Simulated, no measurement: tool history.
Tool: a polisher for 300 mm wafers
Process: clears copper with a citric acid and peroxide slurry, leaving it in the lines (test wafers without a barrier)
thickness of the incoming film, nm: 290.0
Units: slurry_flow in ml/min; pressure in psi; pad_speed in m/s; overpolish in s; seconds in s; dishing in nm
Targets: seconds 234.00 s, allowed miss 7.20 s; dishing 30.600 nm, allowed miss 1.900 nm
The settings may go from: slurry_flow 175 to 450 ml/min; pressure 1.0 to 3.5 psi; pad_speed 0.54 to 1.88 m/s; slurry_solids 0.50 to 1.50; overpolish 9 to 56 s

run  hour  slurry_flow  pressure  pad_speed  slurry_solids  overpolish  seconds  dishing
  1   0.0          290       2.2       1.20           1.00          29   145.51   38.093
  2   6.0          290       2.0       1.20           1.00          30   157.88   36.423
  3  12.3          290       1.8       1.20           1.00          31   175.09   34.109
  4  18.0          290       1.8       1.36           1.00          31   153.75   38.060
  5  20.7          290       1.7       1.34           1.00          32   167.37   36.767
  6  21.7          290       1.6       1.34           1.00          33   177.21   35.410
  7  30.4          290       1.5       1.34           1.00          34   184.28   34.817
  8  39.5          290       1.4       1.34           1.00          35   200.62   34.073

Which of these 4 next moves meets every target?
  A  48.6          275       1.3       1.36           0.95          28        ?        ?
  B  48.6          260       1.5       1.18           1.00          33        ?        ?
  C  48.6          310       1.2       1.34           0.85          33        ?        ?
  D  48.6          340       1.4       1.12           0.95          37        ?        ?

move  seconds  dishing
   A   212.08   25.664
   B   211.17   30.054
   C   234.06   27.070
   D   233.60   30.289
A: nearer than the last run, and not there yet
B: nearer than the last run, and not there yet
C: brings the result that was furthest off to its target, and leaves another outside
D: meets every target
Move D is the one to make.
